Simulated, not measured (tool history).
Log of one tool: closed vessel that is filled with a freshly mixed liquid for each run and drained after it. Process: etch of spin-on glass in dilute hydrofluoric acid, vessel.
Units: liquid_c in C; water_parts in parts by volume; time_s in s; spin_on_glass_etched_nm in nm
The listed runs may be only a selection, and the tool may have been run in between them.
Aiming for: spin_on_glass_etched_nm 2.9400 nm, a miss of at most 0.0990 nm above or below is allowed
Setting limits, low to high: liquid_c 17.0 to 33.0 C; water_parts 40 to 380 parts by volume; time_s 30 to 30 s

| run | hour | liquid_c | water_parts | time_s | spin_on_glass_etched_nm |
|---|---|---|---|---|---|
| 1 | 0.0 | 25.0 | 210 | 30 | 4.3267 |
| 2 | 8.7 | 25.0 | 210 | 30 | 4.3250 |
| 3 | 15.2 | 23.0 | 215 | 30 | 3.8152 |
| 4 | 20.1 | 21.5 | 215 | 30 | 3.6709 |
| 5 | 21.5 | 20.5 | 220 | 30 | 3.3103 |
| 6 | 24.9 | 19.0 | 220 | 30 | 3.1873 |
| 7 | 31.0 | 18.5 | 220 | 30 | 3.1213 |
| 8 | 32.7 | 18.0 | 220 | 30 | 3.0584 |

Which one of the following 5 next-run settings gets every result inside its allowed miss? There is exactly one.
| A | 34.4 | 18.0 | 240 | 30 | ? |
| B | 34.4 | 17.0 | 200 | 30 | ? |
| C | 34.4 | 17.0 | 210 | 30 | ? |
| D | 34.4 | 17.0 | 220 | 30 | ? |
| E | 34.4 | 17.5 | 235 | 30 | ? |

| move | spin_on_glass_etched_nm |
|---|---|
| A | 2.7729 |
| B | 3.3177 |
| C | 3.1311 |
| D | 2.9620 |
| E | 2.7900 |
A: the result that was furthest off in the last run now lies on the other side of its target
B: moves away from the targets compared with the last run
C: moves away from the targets compared with the last run
D: all results in spec
E: the result that was furthest off in the last run now lies on the other side of its target
D is the move that brings every result within its allowed miss.

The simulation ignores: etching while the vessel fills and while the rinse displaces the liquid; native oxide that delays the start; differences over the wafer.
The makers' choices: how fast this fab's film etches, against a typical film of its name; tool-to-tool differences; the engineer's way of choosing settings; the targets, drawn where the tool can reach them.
